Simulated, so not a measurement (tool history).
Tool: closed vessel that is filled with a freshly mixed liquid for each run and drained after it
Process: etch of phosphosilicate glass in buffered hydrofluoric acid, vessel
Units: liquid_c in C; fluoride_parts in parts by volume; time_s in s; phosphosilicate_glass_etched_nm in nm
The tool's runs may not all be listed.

run	day	liquid_c	fluoride_parts	time_s	phosphosilicate_glass_etched_nm
1	0.000	23.0	11.5	90	427.65
2	0.054	24.0	11.5	90	451.59
3	0.354	24.0	9.0	90	552.81
4	0.429	24.0	11.5	90	452.77
5	0.712	24.5	11.5	90	463.41
6	1.029	22.0	11.5	90	400.33

Run 7, settings as shown, results not yet in. Your forecast:
7	1.392	23.0	11.5	90	?

Run 7 yielded phosphosilicate_glass_etched_nm 429.34 nm.
